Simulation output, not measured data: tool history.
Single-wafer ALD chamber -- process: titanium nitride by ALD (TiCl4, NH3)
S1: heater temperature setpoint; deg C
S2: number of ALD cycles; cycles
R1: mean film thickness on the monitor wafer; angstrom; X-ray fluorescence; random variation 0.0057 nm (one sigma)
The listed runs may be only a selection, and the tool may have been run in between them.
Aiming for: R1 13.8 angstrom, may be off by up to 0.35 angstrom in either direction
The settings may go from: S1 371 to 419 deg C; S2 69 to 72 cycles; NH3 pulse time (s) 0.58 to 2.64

run 1 hour=0 | S1=395 S2=72 NH3_pulse_time_(s)=1.61 | R1=16.255
run 2 hour=1.9 | S1=395 S2=72 NH3_pulse_time_(s)=1.8 | R1=16.482
run 3 hour=7.4 | S1=395 S2=72 NH3_pulse_time_(s)=2.15 | R1=16.607
run 4 hour=13 | S1=395 S2=72 NH3_pulse_time_(s)=2.35 | R1=16.728
run 5 hour=16.2 | S1=395 S2=72 NH3_pulse_time_(s)=1.94 | R1=16.496
run 6 hour=23.8 | S1=395 S2=72 NH3_pulse_time_(s)=1.94 | R1=16.562
-- hour=32.7 thermocouple changed; heater temperature recalibrated
run 7 hour=32.7 | S1=391 S2=71 NH3_pulse_time_(s)=1.7 | R1=16.152
run 8 hour=39.8 | S1=388 S2=71 NH3_pulse_time_(s)=1.51 | R1=16.048
run 9 hour=42.2 | S1=385 S2=71 NH3_pulse_time_(s)=1.35 | R1=15.725
run 10 hour=50.5 | S1=383 S2=71 NH3_pulse_time_(s)=1.22 | R1=15.446
run 11 hour=58.1 | S1=371 S2=69 NH3_pulse_time_(s)=0.7 | R1=11.639
run 12 hour=65.1 | S1=374 S2=69 NH3_pulse_time_(s)=0.7 | R1=11.866
run 13 hour=72 | S1=377 S2=70 NH3_pulse_time_(s)=0.7 | R1=12.363
run 14 hour=75 | S1=379 S2=70 NH3_pulse_time_(s)=0.71 | R1=12.661
run 15 hour=76 | S1=381 S2=70 NH3_pulse_time_(s)=0.71 | R1=12.827
run 16 hour=84.8 | S1=382 S2=70 NH3_pulse_time_(s)=0.71 | R1=12.816
run 17 hour=89.7 | S1=383 S2=70 NH3_pulse_time_(s)=0.71 | R1=12.976
run 18 hour=90.8 | S1=384 S2=70 NH3_pulse_time_(s)=0.71 | R1=12.944
run 19 hour=95 | S1=385 S2=70 NH3_pulse_time_(s)=0.71 | R1=13.022
run 20 hour=101.3 | S1=386 S2=70 NH3_pulse_time_(s)=0.71 | R1=13.13
run 21 hour=108.1 | S1=387 S2=70 NH3_pulse_time_(s)=0.71 | R1=13.178
run 22 hour=112.1 | S1=388 S2=70 NH3_pulse_time_(s)=0.71 | R1=13.294
run 23 hour=116.7 | S1=388 S2=70 NH3_pulse_time_(s)=0.71 | R1=13.213
run 24 hour=124.4 | S1=397 S2=72 NH3_pulse_time_(s)=1.19 | R1=15.945
run 25 hour=131.8 | S1=394 S2=72 NH3_pulse_time_(s)=1.19 | R1=15.982
run 26 hour=138.9 | S1=382 S2=69 NH3_pulse_time_(s)=0.67 | R1=11.986

4 next moves are on the table. One of them brings every result within its allowed miss. Which?
run A hour=146 | S1=387 S2=70 NH3_pulse_time_(s)=0.58 | R1=?
run B hour=146 | S1=380 S2=72 NH3_pulse_time_(s)=0.76 | R1=?
run C hour=146 | S1=373 S2=71 NH3_pulse_time_(s)=0.73 | R1=?
run D hour=146 | S1=375 S2=71 NH3_pulse_time_(s)=0.74 | R1=?

move=A R1=9.3832
move=B R1=13.679
move=C R1=12.659
move=D R1=12.941
A: its largest miss is bigger than the last run's
B: every result lands within tolerance
C: moves toward the targets from the last run without getting all of them in spec
D: moves toward the targets from the last run without getting all of them in spec
B is the move that brings every result within its allowed miss.
